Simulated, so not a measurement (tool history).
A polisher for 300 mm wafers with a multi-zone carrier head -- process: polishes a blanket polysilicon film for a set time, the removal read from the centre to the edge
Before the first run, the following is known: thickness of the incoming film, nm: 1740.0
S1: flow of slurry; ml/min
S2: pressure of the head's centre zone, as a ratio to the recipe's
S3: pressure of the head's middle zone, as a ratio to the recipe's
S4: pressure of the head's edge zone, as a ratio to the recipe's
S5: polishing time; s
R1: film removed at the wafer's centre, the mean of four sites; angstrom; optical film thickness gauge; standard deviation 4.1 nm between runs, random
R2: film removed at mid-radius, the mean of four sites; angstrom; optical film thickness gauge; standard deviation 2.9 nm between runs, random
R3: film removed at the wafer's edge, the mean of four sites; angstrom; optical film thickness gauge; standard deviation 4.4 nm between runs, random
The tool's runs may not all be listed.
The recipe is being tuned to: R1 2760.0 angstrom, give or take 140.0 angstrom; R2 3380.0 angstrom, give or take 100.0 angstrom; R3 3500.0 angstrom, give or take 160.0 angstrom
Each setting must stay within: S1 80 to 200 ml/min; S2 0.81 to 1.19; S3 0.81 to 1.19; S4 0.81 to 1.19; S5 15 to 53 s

run,hour,S1,S2,S3,S4,S5,R1,R2,R3
1,0.0,130,1.00,1.00,1.00,34,2699.5,2636.9,2576.2
2,3.3,130,1.00,1.00,1.00,31,2472.4,2411.6,2393.4
3,12.0,135,0.95,1.01,1.05,33,2409.0,2624.2,2635.2
4,16.6,135,0.95,0.94,1.05,33,2495.3,2471.1,2579.9
5,25.1,135,0.95,1.02,1.05,33,2492.2,2602.4,2542.5
6,31.4,145,0.95,1.02,1.05,33,2585.2,2664.5,2569.9
7,34.4,135,0.94,1.03,1.08,36,2707.0,2902.8,2908.5
8,40.8,130,0.92,1.05,1.10,37,2698.2,2965.8,2939.7

Next run, 4 choices. One meets every target within its allowed miss, the rest don't. Which?
A,47.2,115,0.84,1.05,1.18,43,?,?,?
B,47.2,145,0.85,1.15,1.08,40,?,?,?
C,47.2,90,0.92,0.88,1.19,43,?,?,?
D,47.2,100,0.86,0.86,1.19,43,?,?,?

move,R1,R2,R3
A,2803.0,3414.2,3515.9
B,2815.2,3626.5,3247.4
C,2802.1,2729.4,3357.0
D,2731.2,2780.0,3440.5
A: each result inside its tolerance
B: the result that was furthest off in the last run now lies on the other side of its target
C: the biggest miss grows against the last run
D: the biggest miss grows against the last run
A meets every target.

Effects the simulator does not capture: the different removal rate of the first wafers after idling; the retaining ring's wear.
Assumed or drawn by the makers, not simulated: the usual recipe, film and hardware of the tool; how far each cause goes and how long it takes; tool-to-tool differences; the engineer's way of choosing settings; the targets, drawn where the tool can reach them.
